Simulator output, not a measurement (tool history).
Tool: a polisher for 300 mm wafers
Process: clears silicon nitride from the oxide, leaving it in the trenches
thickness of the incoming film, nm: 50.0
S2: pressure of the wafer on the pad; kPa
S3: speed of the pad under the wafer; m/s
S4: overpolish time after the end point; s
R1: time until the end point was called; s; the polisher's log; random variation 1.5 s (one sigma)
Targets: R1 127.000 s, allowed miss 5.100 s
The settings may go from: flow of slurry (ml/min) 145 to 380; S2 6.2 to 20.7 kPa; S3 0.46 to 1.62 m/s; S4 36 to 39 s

{"run": 1, "day": 0.0, "flow of slurry (ml/min)": 245, "S2": 13.1, "S3": 1.04, "S4": 36, "R1": 86.39}
{"run": 2, "day": 0.092, "flow of slurry (ml/min)": 245, "S2": 12.4, "S3": 1.04, "S4": 36, "R1": 90.171}
{"run": 3, "day": 0.146, "flow of slurry (ml/min)": 245, "S2": 12.4, "S3": 1.04, "S4": 39, "R1": 88.88}
{"run": 4, "day": 0.388, "flow of slurry (ml/min)": 245, "S2": 12.4, "S3": 1.04, "S4": 36, "R1": 89.211}
{"run": 5, "day": 0.742, "flow of slurry (ml/min)": 290, "S2": 12.4, "S3": 1.04, "S4": 36, "R1": 88.461}
{"run": 6, "day": 0.85, "flow of slurry (ml/min)": 290, "S2": 11.7, "S3": 1.04, "S4": 36, "R1": 93.164}
{"run": 7, "day": 0.908, "flow of slurry (ml/min)": 290, "S2": 11.0, "S3": 1.04, "S4": 36, "R1": 97.381}
{"run": 8, "day": 1.125, "flow of slurry (ml/min)": 290, "S2": 10.3, "S3": 1.04, "S4": 36, "R1": 106.1}

Which of these 5 next moves meets every target?
{"run": "A", "day": 1.342, "flow of slurry (ml/min)": 285, "S2": 9.0, "S3": 1.0, "S4": 36, "R1": "?"}
{"run": "B", "day": 1.342, "flow of slurry (ml/min)": 290, "S2": 11.0, "S3": 1.12, "S4": 36, "R1": "?"}
{"run": "C", "day": 1.342, "flow of slurry (ml/min)": 280, "S2": 12.4, "S3": 1.14, "S4": 37, "R1": "?"}
{"run": "D", "day": 1.342, "flow of slurry (ml/min)": 270, "S2": 9.7, "S3": 1.12, "S4": 36, "R1": "?"}
{"run": "E", "day": 1.342, "flow of slurry (ml/min)": 310, "S2": 9.0, "S3": 1.06, "S4": 39, "R1": "?"}

move=A R1=123.270
move=B R1=91.367
move=C R1=80.553
move=D R1=104.620
move=E R1=116.310
A: meets every target
B: further off than the last run
C: further off than the last run
D: further off than the last run
E: nearer than the last run, and not there yet
Answer: A

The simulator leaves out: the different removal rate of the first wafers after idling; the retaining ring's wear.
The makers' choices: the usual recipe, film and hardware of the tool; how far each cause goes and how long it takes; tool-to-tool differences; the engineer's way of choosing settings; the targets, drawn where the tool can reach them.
